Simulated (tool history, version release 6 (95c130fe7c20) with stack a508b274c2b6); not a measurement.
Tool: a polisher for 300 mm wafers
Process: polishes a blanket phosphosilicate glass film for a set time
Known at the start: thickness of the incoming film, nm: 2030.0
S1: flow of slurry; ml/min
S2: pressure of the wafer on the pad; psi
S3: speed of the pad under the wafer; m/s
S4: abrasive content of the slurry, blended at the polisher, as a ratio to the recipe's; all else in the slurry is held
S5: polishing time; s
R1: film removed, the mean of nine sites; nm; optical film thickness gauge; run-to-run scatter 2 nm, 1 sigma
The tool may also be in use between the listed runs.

{"run": 1, "hour": 0.0, "S1": 265, "S2": 3.1, "S3": 1.1, "S4": 1, "S5": 48, "R1": 374.14}
{"run": 2, "hour": 3.2, "S1": 265, "S2": 3.1, "S3": 1.1, "S4": 1, "S5": 43, "R1": 334.49}
{"run": 3, "hour": 9.0, "S1": 255, "S2": 2.9, "S3": 1.1, "S4": 1, "S5": 43, "R1": 311.75}
{"run": 4, "hour": 16.5, "S1": 255, "S2": 2.9, "S3": 1.1, "S4": 1, "S5": 48, "R1": 350.1}
{"run": 5, "hour": 19.4, "S1": 255, "S2": 2.9, "S3": 1.1, "S4": 1, "S5": 48, "R1": 351.78}
{"run": 6, "hour": 24.2, "S1": 255, "S2": 3.5, "S3": 1.1, "S4": 1, "S5": 48, "R1": 417.14}

For run 7, what comes out?
{"run": 7, "hour": 31.2, "S1": 240, "S2": 2.6, "S3": 1.08, "S4": 1, "S5": 48, "R1": "?"}

{"run 7": {"R1": 309.85}}

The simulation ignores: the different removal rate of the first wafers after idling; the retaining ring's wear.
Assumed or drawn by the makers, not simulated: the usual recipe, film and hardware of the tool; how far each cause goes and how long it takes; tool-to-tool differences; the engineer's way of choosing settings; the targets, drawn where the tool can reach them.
